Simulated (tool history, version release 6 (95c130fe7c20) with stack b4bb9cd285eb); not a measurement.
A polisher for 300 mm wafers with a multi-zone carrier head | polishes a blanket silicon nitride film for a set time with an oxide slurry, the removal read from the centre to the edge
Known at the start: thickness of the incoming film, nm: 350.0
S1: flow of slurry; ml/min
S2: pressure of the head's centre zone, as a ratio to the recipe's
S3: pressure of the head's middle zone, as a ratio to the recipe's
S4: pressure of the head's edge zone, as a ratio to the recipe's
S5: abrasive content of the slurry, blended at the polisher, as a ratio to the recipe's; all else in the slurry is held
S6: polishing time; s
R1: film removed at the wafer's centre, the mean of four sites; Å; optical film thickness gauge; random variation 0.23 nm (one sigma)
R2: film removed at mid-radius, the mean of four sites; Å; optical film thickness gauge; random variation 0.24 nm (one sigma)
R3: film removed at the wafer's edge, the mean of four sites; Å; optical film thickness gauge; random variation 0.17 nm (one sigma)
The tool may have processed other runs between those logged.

Run 1, hour 0.0: S1 240 ml/min, S2 1.00, S3 1.00, S4 1.00, S5 1.00, S6 45 s. Result: R1 277.37 Å, R2 264.08 Å, R3 263.54 Å.
Run 2, hour 2.4: S1 240 ml/min, S2 1.01, S3 0.98, S4 0.98, S5 0.95, S6 45 s. Result: R1 273.46 Å, R2 249.85 Å, R3 260.09 Å.
Run 3, hour 8.3: S1 240 ml/min, S2 1.01, S3 0.98, S4 0.98, S5 0.95, S6 34 s. Result: R1 207.58 Å, R2 194.27 Å, R3 192.63 Å.
Run 4, hour 17.1: S1 240 ml/min, S2 1.01, S3 0.98, S4 0.89, S5 0.95, S6 34 s. Result: R1 206.02 Å, R2 187.39 Å, R3 184.30 Å.
Run 5, hour 25.6: S1 245 ml/min, S2 1.02, S3 0.97, S4 0.90, S5 0.95, S6 34 s. Result: R1 211.13 Å, R2 188.57 Å, R3 187.42 Å.
Run 6, hour 27.5: S1 245 ml/min, S2 1.02, S3 0.91, S4 0.90, S5 0.95, S6 34 s. Result: R1 210.13 Å, R2 183.40 Å, R3 185.35 Å.
Run 7, hour 35.1: S1 250 ml/min, S2 1.03, S3 0.90, S4 0.91, S5 0.95, S6 34 s. Result: R1 208.86 Å, R2 182.54 Å, R3 189.08 Å.

Predict the results of run 8:
Run 8, hour 44.0: S1 255 ml/min, S2 1.05, S3 0.90, S4 0.91, S5 0.95, S6 34 s. Result: R1 ?, R2 ?, R3 ?.

{"run 8": {"R1": 214.75, "R2": 183.71, "R3": 191.34}}
